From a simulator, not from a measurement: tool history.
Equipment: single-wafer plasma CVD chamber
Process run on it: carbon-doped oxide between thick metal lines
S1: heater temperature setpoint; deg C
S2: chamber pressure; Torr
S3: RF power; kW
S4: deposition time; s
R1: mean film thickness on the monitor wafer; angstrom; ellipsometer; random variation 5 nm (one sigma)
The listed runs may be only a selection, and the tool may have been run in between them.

run 1 hour=0.0 | S1=360 S2=3.83 S3=0.460 S4=254 | R1=11044
run 2 hour=0.6 | S1=369 S2=3.83 S3=0.460 S4=254 | R1=10905
run 3 hour=4.1 | S1=369 S2=3.41 S3=0.460 S4=254 | R1=10693
run 4 hour=9.8 | S1=369 S2=3.41 S3=0.485 S4=254 | R1=11125
run 5 hour=17.5 | S1=370 S2=3.26 S3=0.470 S4=254 | R1=10908
run 6 hour=19.6 | S1=374 S2=3.26 S3=0.470 S4=254 | R1=10653

Expected results for the next run?
run 7 hour=21.2 | S1=375 S2=3.19 S3=0.465 S4=254 | R1=?

{"run 7": {"R1": 10593}}
